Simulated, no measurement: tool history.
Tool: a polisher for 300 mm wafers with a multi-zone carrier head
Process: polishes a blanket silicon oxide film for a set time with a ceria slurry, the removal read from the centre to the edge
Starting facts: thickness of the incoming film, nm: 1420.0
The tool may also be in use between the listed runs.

run,hour,flow of slurry (ml/min),pressure of the head's centre zone,pressure of the head's middle zone,pressure of the head's edge zone,polishing time (s),film removed at the wafer's centre (angstrom),film removed at mid-radius (angstrom),film removed at the wafer's edge (angstrom)
1,0,245,1,1,1,50,2986.3,2935.8,2839.6
2,1.3,245,0.92,1,1,50,2799.4,2981,2897.2
3,2.4,240,0.95,0.97,0.98,46,2634.8,2653.4,2659.1
4,7.6,240,0.98,0.95,0.97,42,2428.4,2367.7,2367.9
5,9.9,240,0.98,0.95,0.9,42,2483.2,2399.2,2314.3
6,15.8,195,0.98,0.95,0.9,42,2383.3,2335.2,2214.1
7,16.9,190,1,0.92,0.9,40,2348.9,2197.8,2109
8,25.1,195,1.01,0.9,0.91,38,2276.4,2012.3,2065.9
9,28,185,1.04,0.83,0.83,30,1793.7,1495.1,1565.3
10,35.1,190,1.05,0.84,0.85,30,1820.3,1520.9,1579.1

The next listed run, before its measurement:
11,41,190,1.06,0.84,0.87,30,?,?,?

Run 11 measured film removed at the wafer's centre (angstrom) 1868.6, film removed at mid-radius (angstrom) 1511.3, film removed at the wafer's edge (angstrom) 1598.3.
